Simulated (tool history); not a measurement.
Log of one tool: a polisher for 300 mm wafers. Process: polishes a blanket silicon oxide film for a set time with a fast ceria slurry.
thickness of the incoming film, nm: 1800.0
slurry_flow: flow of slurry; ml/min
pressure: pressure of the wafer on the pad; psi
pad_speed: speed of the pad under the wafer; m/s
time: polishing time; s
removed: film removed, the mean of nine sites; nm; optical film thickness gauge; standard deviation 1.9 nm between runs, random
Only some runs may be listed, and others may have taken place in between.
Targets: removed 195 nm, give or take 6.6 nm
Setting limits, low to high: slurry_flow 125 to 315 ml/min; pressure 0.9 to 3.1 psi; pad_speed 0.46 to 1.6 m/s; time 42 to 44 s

Run 1, day 0: slurry_flow 205 ml/min, pressure 2 psi, pad_speed 1.02 m/s, time 42 s. Result: removed 624.96 nm.
Run 2, day 0.1: slurry_flow 205 ml/min, pressure 2 psi, pad_speed 0.82 m/s, time 42 s. Result: removed 504.8 nm.
Run 3, day 0.462: slurry_flow 170 ml/min, pressure 2 psi, pad_speed 0.82 m/s, time 42 s. Result: removed 491.95 nm.
Run 4, day 0.783: slurry_flow 170 ml/min, pressure 2 psi, pad_speed 0.82 m/s, time 44 s. Result: removed 518.27 nm.
Run 5, day 0.854: slurry_flow 170 ml/min, pressure 2 psi, pad_speed 0.82 m/s, time 42 s. Result: removed 489.75 nm.
Run 6, day 1.104: slurry_flow 165 ml/min, pressure 1.7 psi, pad_speed 0.72 m/s, time 42 s. Result: removed 367.3 nm.
Run 7, day 1.333: slurry_flow 160 ml/min, pressure 1.5 psi, pad_speed 0.68 m/s, time 42 s. Result: removed 305.66 nm.
Run 8, day 1.362: slurry_flow 145 ml/min, pressure 0.9 psi, pad_speed 0.6 m/s, time 42 s. Result: removed 169.84 nm.
Run 9, day 1.646: slurry_flow 160 ml/min, pressure 0.9 psi, pad_speed 0.6 m/s, time 42 s. Result: removed 169.99 nm.
Run 10, day 1.85: slurry_flow 160 ml/min, pressure 1 psi, pad_speed 0.6 m/s, time 42 s. Result: removed 186.58 nm.
Run 11, day 2.154: slurry_flow 160 ml/min, pressure 1 psi, pad_speed 0.6 m/s, time 42 s. Result: removed 188.23 nm.
Run 12, day 2.446: slurry_flow 165 ml/min, pressure 1 psi, pad_speed 0.6 m/s, time 42 s. Result: removed 188.55 nm.
At day 2.746: head pressure recalibrated.
Run 13, day 2.746: slurry_flow 170 ml/min, pressure 1 psi, pad_speed 0.6 m/s, time 42 s. Result: removed 174.23 nm.
Run 14, day 2.829: slurry_flow 160 ml/min, pressure 1 psi, pad_speed 0.6 m/s, time 42 s. Result: removed 174.69 nm.

Next run, 4 choices. One meets every target within its allowed miss, the rest don't. Which?
Run A, day 2.912: slurry_flow 140 ml/min, pressure 1 psi, pad_speed 0.54 m/s, time 42 s. Result: removed ?.
Run B, day 2.912: slurry_flow 180 ml/min, pressure 0.9 psi, pad_speed 0.56 m/s, time 42 s. Result: removed ?.
Run C, day 2.912: slurry_flow 185 ml/min, pressure 1.1 psi, pad_speed 0.46 m/s, time 42 s. Result: removed ?.
Run D, day 2.912: slurry_flow 175 ml/min, pressure 1.1 psi, pad_speed 0.6 m/s, time 43 s. Result: removed ?.

move  removed
   A   151.98
   B   146.96
   C   147.97
   D    193.4
A: moves away from the targets compared with the last run
B: moves away from the targets compared with the last run
C: moves away from the targets compared with the last run
D: every result within its allowed miss
Correct choice: D, which meets every target
